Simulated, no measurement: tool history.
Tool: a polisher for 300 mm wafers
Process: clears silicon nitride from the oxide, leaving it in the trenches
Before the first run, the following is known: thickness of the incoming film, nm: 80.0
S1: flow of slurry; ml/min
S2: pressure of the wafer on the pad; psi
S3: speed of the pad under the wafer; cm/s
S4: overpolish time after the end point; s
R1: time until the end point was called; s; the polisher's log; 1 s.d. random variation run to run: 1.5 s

run 1 hour=0 | S1=140 S2=1.8 S3=110 S4=44 | R1=118.15
run 2 hour=8 | S1=140 S2=1.9 S3=110 S4=44 | R1=108.4
run 3 hour=16.3 | S1=140 S2=1.9 S3=88 S4=44 | R1=132.38
run 4 hour=20.9 | S1=140 S2=1.9 S3=88 S4=44 | R1=137.43
run 5 hour=24 | S1=140 S2=2 S3=88 S4=44 | R1=132.1
run 6 hour=25.8 | S1=140 S2=2.1 S3=90 S4=44 | R1=120.16
run 7 hour=30.5 | S1=140 S2=2.2 S3=90 S4=44 | R1=119.76

Expected results for the next run?
run 8 hour=34.2 | S1=140 S2=2.3 S3=92 S4=44 | R1=?

R1: 107.52 s
